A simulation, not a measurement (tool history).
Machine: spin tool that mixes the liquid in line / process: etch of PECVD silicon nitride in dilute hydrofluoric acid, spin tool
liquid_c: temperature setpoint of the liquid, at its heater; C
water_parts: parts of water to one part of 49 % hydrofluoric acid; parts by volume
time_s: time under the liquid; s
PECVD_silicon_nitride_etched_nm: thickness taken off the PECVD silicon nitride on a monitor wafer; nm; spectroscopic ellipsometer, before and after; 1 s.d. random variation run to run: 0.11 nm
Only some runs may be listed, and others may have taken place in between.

| run | hour | liquid_c | water_parts | time_s | PECVD_silicon_nitride_etched_nm |
|---|---|---|---|---|---|
| 1 | 0 | 20 | 140 | 280 | 8.2687 |
| 2 | 7.6 | 17.5 | 140 | 280 | 6.9013 |
| 3 | 10.7 | 19 | 140 | 280 | 7.6888 |
| 4 | 14.4 | 17 | 140 | 280 | 6.7197 |
| 5 | 17.9 | 17 | 175 | 280 | 5.488 |
| 6 | 19 | 20 | 175 | 280 | 6.7405 |
| 7 | 20.3 | 20 | 175 | 280 | 6.6992 |
| 8 | 29 | 21.5 | 175 | 280 | 7.2416 |
| 9 | 34.2 | 22.5 | 170 | 280 | 8.1449 |
| 10 | 42.1 | 23.5 | 170 | 280 | 8.6198 |
| 11 | 45.7 | 24.5 | 170 | 280 | 9.2032 |

Forecast run 12:
| 12 | 50.2 | 25 | 170 | 280 | ? |

{"run 12": {"PECVD_silicon_nitride_etched_nm": 9.6417}}
